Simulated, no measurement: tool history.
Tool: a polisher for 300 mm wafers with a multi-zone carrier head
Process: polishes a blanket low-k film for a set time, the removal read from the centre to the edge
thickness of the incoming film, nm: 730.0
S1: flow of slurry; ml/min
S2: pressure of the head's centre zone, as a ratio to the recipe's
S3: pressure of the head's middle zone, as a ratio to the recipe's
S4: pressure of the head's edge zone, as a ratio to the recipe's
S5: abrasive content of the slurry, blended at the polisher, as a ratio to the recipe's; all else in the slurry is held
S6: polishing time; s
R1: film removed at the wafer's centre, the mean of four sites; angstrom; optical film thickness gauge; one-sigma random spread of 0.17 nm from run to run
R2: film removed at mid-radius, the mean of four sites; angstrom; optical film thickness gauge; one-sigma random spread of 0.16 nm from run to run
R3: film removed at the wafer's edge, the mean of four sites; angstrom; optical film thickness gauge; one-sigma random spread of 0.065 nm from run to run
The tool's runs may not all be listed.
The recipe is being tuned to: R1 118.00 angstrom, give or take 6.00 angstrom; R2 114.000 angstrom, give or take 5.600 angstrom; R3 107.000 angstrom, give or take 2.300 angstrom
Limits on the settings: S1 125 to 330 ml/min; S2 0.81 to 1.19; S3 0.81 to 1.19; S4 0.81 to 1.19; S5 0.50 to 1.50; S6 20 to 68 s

run,hour,S1,S2,S3,S4,S5,S6,R1,R2,R3
1,0.0,210,1.00,1.00,1.00,1.00,44,158.09,161.770,156.630
2,1.6,210,1.00,1.00,1.04,1.00,44,158.26,161.970,158.680
3,5.2,205,1.01,1.00,1.01,0.90,43,144.69,143.270,142.650
4,9.6,205,1.01,1.00,0.97,0.90,43,145.42,146.210,140.490
5,13.0,205,1.01,1.09,0.97,0.90,43,144.25,161.200,141.150
6,17.6,200,1.01,1.07,0.94,0.85,43,138.55,148.540,132.860
7,19.0,190,1.01,1.06,0.92,0.80,43,132.59,136.430,125.220
8,21.5,180,1.01,1.06,0.90,0.80,43,127.81,137.390,122.670
9,23.7,170,1.02,1.04,0.88,0.80,43,131.48,136.980,121.810
10,24.4,165,1.02,1.02,0.87,0.75,43,118.53,124.520,113.930
11,27.2,165,1.02,1.02,0.87,0.75,43,121.13,126.020,113.680
12,31.7,160,1.03,1.00,0.86,0.75,43,122.02,122.630,112.070
13,38.4,155,1.03,0.99,0.86,0.75,43,122.78,121.120,113.320
14,39.7,150,1.03,0.98,0.85,0.75,43,119.85,121.100,111.600
15,44.3,150,1.03,0.97,0.84,0.75,43,120.11,120.270,110.530
16,46.0,135,1.03,0.92,0.81,0.70,43,108.90,102.230,101.270
17,49.0,145,1.03,0.93,0.82,0.70,43,108.55,105.990,102.030
18,51.7,145,1.04,0.94,0.83,0.70,43,112.09,108.290,103.360
19,57.5,150,1.04,0.95,0.84,0.70,43,113.42,110.290,103.190
20,64.8,150,1.04,0.95,0.85,0.70,43,114.55,106.970,105.150

5 next moves are on the table. One of them brings every result within its allowed miss. Which?
A,72.1,125,1.03,0.85,0.85,0.65,47,?,?,?
B,72.1,135,1.08,1.00,0.90,0.75,41,?,?,?
C,72.1,155,0.97,0.85,0.94,0.55,59,?,?,?
D,72.1,125,1.05,0.95,0.97,0.70,43,?,?,?
E,72.1,145,1.04,1.03,0.81,0.75,39,?,?,?

move,R1,R2,R3
A,109.10,99.049,104.200
B,116.51,115.770,108.180
C,109.30,104.180,112.910
D,109.88,107.440,108.540
E,108.62,114.280,99.592
A: misses by more than the last run did
B: in spec on every target
C: misses by more than the last run did
D: misses by more than the last run did
E: brings the last run's worst result on target, with another outside its allowed miss
The right move is B.
